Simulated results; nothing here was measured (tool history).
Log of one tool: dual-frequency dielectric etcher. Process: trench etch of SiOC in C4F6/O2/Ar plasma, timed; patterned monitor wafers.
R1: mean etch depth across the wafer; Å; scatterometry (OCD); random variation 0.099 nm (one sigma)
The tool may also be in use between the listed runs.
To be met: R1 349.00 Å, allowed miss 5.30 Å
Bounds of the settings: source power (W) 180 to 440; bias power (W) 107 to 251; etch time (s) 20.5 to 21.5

{"run": 1, "hour": 0.0, "source power (W)": 310, "bias power (W)": 179, "etch time (s)": 20.5, "R1": 386.33}
{"run": 2, "hour": 2.3, "source power (W)": 310, "bias power (W)": 179, "etch time (s)": 20.5, "R1": 388.4}
{"run": 3, "hour": 9.8, "source power (W)": 290, "bias power (W)": 178, "etch time (s)": 20.5, "R1": 375.93}
{"run": 4, "hour": 11.9, "source power (W)": 290, "bias power (W)": 209, "etch time (s)": 20.5, "R1": 401.97}
{"run": 5, "hour": 17.6, "source power (W)": 260, "bias power (W)": 207, "etch time (s)": 20.5, "R1": 378.9}
{"run": 6, "hour": 20.6, "source power (W)": 260, "bias power (W)": 195, "etch time (s)": 20.5, "R1": 369.06}
{"run": 7, "hour": 29.0, "source power (W)": 260, "bias power (W)": 195, "etch time (s)": 20.5, "R1": 368.73}
{"run": 8, "hour": 30.1, "source power (W)": 210, "bias power (W)": 192, "etch time (s)": 20.5, "R1": 322.2}
{"run": 9, "hour": 33.8, "source power (W)": 250, "bias power (W)": 193, "etch time (s)": 20.5, "R1": 356.64}

Which of these 4 next moves meets every target?
{"run": "A", "hour": 37.5, "source power (W)": 230, "bias power (W)": 187, "etch time (s)": 20.5, "R1": "?"}
{"run": "B", "hour": 37.5, "source power (W)": 240, "bias power (W)": 180, "etch time (s)": 20.5, "R1": "?"}
{"run": "C", "hour": 37.5, "source power (W)": 200, "bias power (W)": 250, "etch time (s)": 21.0, "R1": "?"}
{"run": "D", "hour": 37.5, "source power (W)": 270, "bias power (W)": 168, "etch time (s)": 20.5, "R1": "?"}

move=A R1=335.93
move=B R1=337.74
move=C R1=365.02
move=D R1=348.37
A: takes the result that was furthest off past its target
B: takes the result that was furthest off past its target
C: further off than the last run
D: meets every target
The right move is D.
